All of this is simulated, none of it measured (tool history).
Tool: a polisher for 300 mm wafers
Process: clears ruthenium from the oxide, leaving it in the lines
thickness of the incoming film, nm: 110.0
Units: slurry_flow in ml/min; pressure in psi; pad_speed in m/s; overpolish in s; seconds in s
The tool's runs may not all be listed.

run  hour  slurry_flow  pressure  pad_speed  overpolish  seconds
  1   0.0          240       2.1       0.88          18   115.49
  2   3.4          300       2.1       0.88          18   109.51
  3   4.7          295       1.9       0.84          18   126.70
  4   5.3          295       1.9       0.72          18   146.67
  5  12.3          295       1.8       0.70          18   154.90
     18.1  -- worn pad replaced by a new one
  6  18.1          295       1.8       0.88          18   119.99
  7  26.0          290       1.7       0.82          18   131.69
  8  31.0          290       1.6       0.76          18   154.28

The next listed run, before its measurement:
  9  38.6          290       1.5       0.72          18        ?

Run 9 gave seconds 171.65 s.
